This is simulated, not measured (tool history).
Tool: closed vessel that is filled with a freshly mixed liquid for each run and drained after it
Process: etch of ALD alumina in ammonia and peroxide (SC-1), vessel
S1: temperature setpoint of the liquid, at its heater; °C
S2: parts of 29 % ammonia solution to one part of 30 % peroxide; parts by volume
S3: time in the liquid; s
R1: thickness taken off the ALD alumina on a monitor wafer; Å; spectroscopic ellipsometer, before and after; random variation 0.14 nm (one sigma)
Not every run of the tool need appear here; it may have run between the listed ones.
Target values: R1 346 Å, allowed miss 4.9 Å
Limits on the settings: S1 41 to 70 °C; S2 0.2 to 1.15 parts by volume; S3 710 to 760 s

run 1 day=0 | S1=57 S2=0.65 S3=710 | R1=731.29
run 2 day=0.042 | S1=51 S2=0.65 S3=710 | R1=526.91
run 3 day=0.079 | S1=48.5 S2=0.65 S3=710 | R1=461.48
run 4 day=0.408 | S1=53 S2=0.65 S3=710 | R1=587.3
run 5 day=0.512 | S1=53 S2=0.55 S3=710 | R1=577.94
run 6 day=0.608 | S1=53 S2=0.45 S3=710 | R1=569.09
run 7 day=0.675 | S1=50 S2=0.45 S3=710 | R1=485.61
run 8 day=0.812 | S1=50 S2=0.45 S3=710 | R1=481.69
run 9 day=0.904 | S1=48 S2=0.45 S3=710 | R1=432.69
run 10 day=1.262 | S1=46.5 S2=0.45 S3=710 | R1=399.27
run 11 day=1.596 | S1=45.5 S2=0.45 S3=710 | R1=374.84
run 12 day=1.829 | S1=45.5 S2=0.45 S3=710 | R1=376.01
run 13 day=2.062 | S1=45 S2=0.45 S3=710 | R1=365.65
run 14 day=2.142 | S1=44.5 S2=0.45 S3=710 | R1=353.79

4 candidate next runs follow, results not yet known. Just one meets every target within its allowed miss. Identify it.
run A day=2.221 | S1=43 S2=0.65 S3=710 | R1=?
run B day=2.221 | S1=45 S2=0.2 S3=710 | R1=?
run C day=2.221 | S1=43 S2=0.45 S3=760 | R1=?
run D day=2.221 | S1=45.5 S2=0.35 S3=710 | R1=?

move=A R1=338.52
move=B R1=339.28
move=C R1=349.87
move=D R1=368.25
A: moves the result that the last run missed by most past its target, out the other side
B: moves the result that the last run missed by most past its target, out the other side
C: every result lands within tolerance
D: misses by more than the last run did
The right move is C.
